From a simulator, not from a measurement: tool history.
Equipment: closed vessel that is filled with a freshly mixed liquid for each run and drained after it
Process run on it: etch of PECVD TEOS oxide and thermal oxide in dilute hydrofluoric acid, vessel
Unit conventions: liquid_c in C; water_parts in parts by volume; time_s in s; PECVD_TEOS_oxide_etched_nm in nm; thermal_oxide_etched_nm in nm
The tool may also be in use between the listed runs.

run  hour  liquid_c  water_parts  time_s  PECVD_TEOS_oxide_etched_nm  thermal_oxide_etched_nm
  1   0.0      24.0          250    1325                      55.237                   22.690
  2   4.4      26.0          235    1325                      64.121                   26.178
  3  12.7      26.0          235    1700                      82.142                   33.304
  4  19.2      26.0          235    1240                      60.240                   24.618
  5  26.2      26.0          235     880                      41.518                   17.466
  6  34.9      28.0          235     880                      46.210                   18.570
  7  44.0      28.0          195     875                      56.949                   23.556
  8  52.1      29.0          175     875                      67.817                   27.690
  9  59.1      29.5          160     870                      76.124                   31.092
 10  66.9      29.5          160     870                      76.610                   31.363

Run 11 comes next. What will it give?
 11  71.3      30.0          155     865                           ?                        ?

{"run 11": {"PECVD_TEOS_oxide_etched_nm": 79.204, "thermal_oxide_etched_nm": 32.931}}

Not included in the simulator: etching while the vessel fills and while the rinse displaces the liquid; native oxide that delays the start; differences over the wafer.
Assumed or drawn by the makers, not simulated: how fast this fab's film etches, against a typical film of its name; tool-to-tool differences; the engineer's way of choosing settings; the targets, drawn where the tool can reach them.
